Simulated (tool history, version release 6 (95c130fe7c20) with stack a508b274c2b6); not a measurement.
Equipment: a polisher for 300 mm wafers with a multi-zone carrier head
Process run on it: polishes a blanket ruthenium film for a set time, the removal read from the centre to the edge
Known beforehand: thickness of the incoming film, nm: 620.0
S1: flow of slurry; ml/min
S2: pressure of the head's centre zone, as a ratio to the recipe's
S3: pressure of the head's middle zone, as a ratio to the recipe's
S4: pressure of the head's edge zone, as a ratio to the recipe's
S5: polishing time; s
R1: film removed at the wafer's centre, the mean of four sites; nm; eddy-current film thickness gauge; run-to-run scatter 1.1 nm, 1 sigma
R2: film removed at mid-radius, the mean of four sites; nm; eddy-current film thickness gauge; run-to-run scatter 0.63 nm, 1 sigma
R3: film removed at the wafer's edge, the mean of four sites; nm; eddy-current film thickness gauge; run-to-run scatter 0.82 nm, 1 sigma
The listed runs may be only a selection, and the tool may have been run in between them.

{"run": 1, "hour": 0.0, "S1": 145, "S2": 1.0, "S3": 1.0, "S4": 1.0, "S5": 88, "R1": 54.446, "R2": 55.472, "R3": 54.757}
{"run": 2, "hour": 7.5, "S1": 155, "S2": 1.01, "S3": 1.04, "S4": 1.01, "S5": 92, "R1": 59.964, "R2": 61.333, "R3": 58.554}
{"run": 3, "hour": 9.8, "S1": 155, "S2": 1.01, "S3": 1.04, "S4": 1.01, "S5": 73, "R1": 47.085, "R2": 48.622, "R3": 47.336}
{"run": 4, "hour": 15.9, "S1": 155, "S2": 1.01, "S3": 1.04, "S4": 1.09, "S5": 73, "R1": 47.233, "R2": 47.71, "R3": 47.48}
{"run": 5, "hour": 18.3, "S1": 155, "S2": 1.01, "S3": 1.04, "S4": 1.15, "S5": 73, "R1": 47.085, "R2": 48.291, "R3": 48.665}
{"run": 6, "hour": 25.6, "S1": 180, "S2": 1.01, "S3": 1.04, "S4": 1.15, "S5": 73, "R1": 49.242, "R2": 49.516, "R3": 50.443}
{"run": 7, "hour": 32.6, "S1": 180, "S2": 1.01, "S3": 1.04, "S4": 1.15, "S5": 73, "R1": 49.47, "R2": 49.513, "R3": 49.331}
{"run": 8, "hour": 34.1, "S1": 185, "S2": 1.0, "S3": 1.07, "S4": 1.14, "S5": 80, "R1": 53.245, "R2": 56.603, "R3": 54.388}
{"run": 9, "hour": 40.9, "S1": 225, "S2": 1.08, "S3": 1.17, "S4": 1.11, "S5": 105, "R1": 76.28, "R2": 82.369, "R3": 71.355}
{"run": 10, "hour": 47.1, "S1": 225, "S2": 1.07, "S3": 1.17, "S4": 1.1, "S5": 107, "R1": 77.021, "R2": 84.262, "R3": 72.999}
{"run": 11, "hour": 52.4, "S1": 225, "S2": 1.06, "S3": 1.17, "S4": 1.09, "S5": 108, "R1": 75.501, "R2": 84.643, "R3": 73.037}
{"run": 12, "hour": 56.2, "S1": 225, "S2": 1.06, "S3": 1.17, "S4": 1.08, "S5": 109, "R1": 78.871, "R2": 85.52, "R3": 74.413}
{"run": 13, "hour": 60.7, "S1": 225, "S2": 1.04, "S3": 1.17, "S4": 1.06, "S5": 110, "R1": 78.021, "R2": 86.521, "R3": 74.355}
{"run": 14, "hour": 63.7, "S1": 225, "S2": 1.04, "S3": 1.17, "S4": 1.06, "S5": 110, "R1": 77.211, "R2": 85.853, "R3": 74.753}
{"run": 15, "hour": 65.2, "S1": 225, "S2": 1.03, "S3": 1.17, "S4": 1.04, "S5": 111, "R1": 79.361, "R2": 87.391, "R3": 75.753}

Estimate the outcome of run 16 from the log above:
{"run": 16, "hour": 66.6, "S1": 225, "S2": 1.02, "S3": 1.17, "S4": 1.03, "S5": 112, "R1": "?", "R2": "?", "R3": "?"}

{"run 16": {"R1": 79.365, "R2": 86.763, "R3": 74.343}}
